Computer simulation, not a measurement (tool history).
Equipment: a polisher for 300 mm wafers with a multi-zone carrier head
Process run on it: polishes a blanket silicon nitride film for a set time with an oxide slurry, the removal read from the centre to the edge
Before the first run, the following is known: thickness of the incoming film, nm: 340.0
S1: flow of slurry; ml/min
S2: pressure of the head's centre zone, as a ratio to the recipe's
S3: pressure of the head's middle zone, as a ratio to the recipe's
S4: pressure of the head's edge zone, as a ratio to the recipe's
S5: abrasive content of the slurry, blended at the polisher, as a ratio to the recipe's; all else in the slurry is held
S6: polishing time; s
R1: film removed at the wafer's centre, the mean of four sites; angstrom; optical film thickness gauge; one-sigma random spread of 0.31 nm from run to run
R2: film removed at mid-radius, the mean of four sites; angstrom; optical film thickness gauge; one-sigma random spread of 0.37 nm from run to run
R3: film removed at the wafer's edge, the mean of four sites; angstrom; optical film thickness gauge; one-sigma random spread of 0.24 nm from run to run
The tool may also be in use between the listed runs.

run 1 hour=0.0 | S1=245 S2=1.00 S3=1.00 S4=1.00 S5=1.00 S6=55 | R1=234.53 R2=235.14 R3=243.62
run 2 hour=2.4 | S1=245 S2=1.00 S3=1.00 S4=1.00 S5=1.00 S6=68 | R1=288.82 R2=298.74 R3=298.38
run 3 hour=11.2 | S1=250 S2=0.98 S3=0.99 S4=1.04 S5=1.10 S6=68 | R1=295.99 R2=305.51 R3=316.76
run 4 hour=16.0 | S1=255 S2=0.96 S3=0.99 S4=1.07 S5=1.20 S6=68 | R1=297.33 R2=308.99 R3=329.55
run 5 hour=21.0 | S1=255 S2=0.87 S3=0.99 S4=1.07 S5=1.20 S6=68 | R1=269.60 R2=309.95 R3=331.92
run 6 hour=27.3 | S1=260 S2=0.88 S3=0.99 S4=1.09 S5=1.25 S6=68 | R1=275.54 R2=312.24 R3=335.86
run 7 hour=28.0 | S1=260 S2=0.88 S3=0.98 S4=1.10 S5=1.30 S6=69 | R1=283.38 R2=322.15 R3=352.17
run 8 hour=36.7 | S1=265 S2=0.89 S3=0.98 S4=1.12 S5=1.35 S6=69 | R1=295.35 R2=321.80 R3=355.20
run 9 hour=38.7 | S1=265 S2=0.88 S3=0.97 S4=1.13 S5=1.40 S6=70 | R1=296.24 R2=328.91 R3=367.00

For run 10, what comes out?
run 10 hour=41.5 | S1=270 S2=0.88 S3=0.97 S4=1.14 S5=1.40 S6=70 | R1=? R2=? R3=?

{"run 10": {"R1": 297.74, "R2": 333.94, "R3": 369.37}}
